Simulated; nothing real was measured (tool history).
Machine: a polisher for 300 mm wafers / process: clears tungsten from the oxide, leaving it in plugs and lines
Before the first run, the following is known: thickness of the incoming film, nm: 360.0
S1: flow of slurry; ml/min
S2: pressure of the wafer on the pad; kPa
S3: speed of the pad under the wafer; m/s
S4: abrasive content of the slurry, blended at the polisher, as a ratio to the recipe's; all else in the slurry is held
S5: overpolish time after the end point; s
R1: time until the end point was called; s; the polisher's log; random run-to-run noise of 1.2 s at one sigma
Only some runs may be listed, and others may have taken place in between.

{"run": 1, "hour": 0.0, "S1": 200, "S2": 17.9, "S3": 1.42, "S4": 1, "S5": 5, "R1": 62.933}
{"run": 2, "hour": 2.2, "S1": 200, "S2": 21.4, "S3": 1.42, "S4": 1, "S5": 5, "R1": 55.31}
{"run": 3, "hour": 10.4, "S1": 200, "S2": 21.4, "S3": 1.42, "S4": 1.15, "S5": 5, "R1": 54.085}
{"run": 4, "hour": 16.4, "S1": 200, "S2": 21.4, "S3": 1.42, "S4": 0.95, "S5": 5, "R1": 56.482}
{"run": 5, "hour": 25.2, "S1": 180, "S2": 21.4, "S3": 1.42, "S4": 0.95, "S5": 5, "R1": 55.261}
{"run": 6, "hour": 30.0, "S1": 180, "S2": 21.4, "S3": 1.42, "S4": 0.95, "S5": 4, "R1": 56.653}
{"run": 7, "hour": 31.2, "S1": 180, "S2": 20, "S3": 1.4, "S4": 0.95, "S5": 4, "R1": 59.382}
{"run": 8, "hour": 35.3, "S1": 180, "S2": 18.6, "S3": 1.38, "S4": 0.95, "S5": 4, "R1": 64.67}
{"run": 9, "hour": 41.8, "S1": 180, "S2": 17.2, "S3": 1.36, "S4": 0.95, "S5": 4, "R1": 68.683}
{"run": 10, "hour": 49.1, "S1": 180, "S2": 16.5, "S3": 1.36, "S4": 0.95, "S5": 4, "R1": 71.451}
{"run": 11, "hour": 55.1, "S1": 180, "S2": 15.9, "S3": 1.36, "S4": 0.95, "S5": 4, "R1": 74.426}
{"run": 12, "hour": 63.1, "S1": 180, "S2": 15.2, "S3": 1.36, "S4": 0.95, "S5": 4, "R1": 76.917}

Forecast run 13:
{"run": 13, "hour": 65.2, "S1": 180, "S2": 14.5, "S3": 1.36, "S4": 0.95, "S5": 4, "R1": "?"}

{"run 13": {"R1": 80.153}}

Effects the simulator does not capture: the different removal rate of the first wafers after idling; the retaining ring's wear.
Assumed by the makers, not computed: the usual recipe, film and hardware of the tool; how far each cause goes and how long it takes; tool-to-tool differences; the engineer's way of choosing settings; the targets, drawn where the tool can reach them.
